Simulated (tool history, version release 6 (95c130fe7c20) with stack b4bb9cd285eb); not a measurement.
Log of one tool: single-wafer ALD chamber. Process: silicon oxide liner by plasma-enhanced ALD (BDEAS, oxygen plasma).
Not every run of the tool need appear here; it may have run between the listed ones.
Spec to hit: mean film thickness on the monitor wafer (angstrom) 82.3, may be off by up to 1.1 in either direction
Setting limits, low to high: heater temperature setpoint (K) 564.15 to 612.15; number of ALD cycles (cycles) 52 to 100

run	hour	heater temperature setpoint (K)	number of ALD cycles (cycles)	mean film thickness on the monitor wafer (angstrom)
1	0	588.15	76	72.175
2	5.2	588.15	69	65.505
3	8.9	588.15	63	59.618
4	9.7	580.15	63	60.815
5	11.8	578.15	68	65.193
# hour 16.4: thermocouple changed; heater temperature recalibrated
6	16.4	578.15	59	56.773
7	19.3	573.15	71	69.483
8	24.1	572.15	74	72.79
9	29.3	571.15	76	75.138
10	38.3	570.15	77	76.424
11	46.5	569.15	78	77.535
12	50.3	568.15	79	79.007
13	55.4	567.15	80	80.126

Exactly one of the 5 candidate moves below puts every result within its allowed miss. Which one?
A	60.5	571.15	79	?
B	60.5	578.15	81	?
C	60.5	566.15	78	?
D	60.5	564.15	81	?
E	60.5	570.15	79	?

move	mean film thickness on the monitor wafer (angstrom)
A	78.102
B	78.421
C	78.695
D	82.379
E	78.423
A: moves away from the targets compared with the last run
B: moves away from the targets compared with the last run
C: moves away from the targets compared with the last run
D: meets every target
E: moves away from the targets compared with the last run
D is the move that brings every result within its allowed miss.
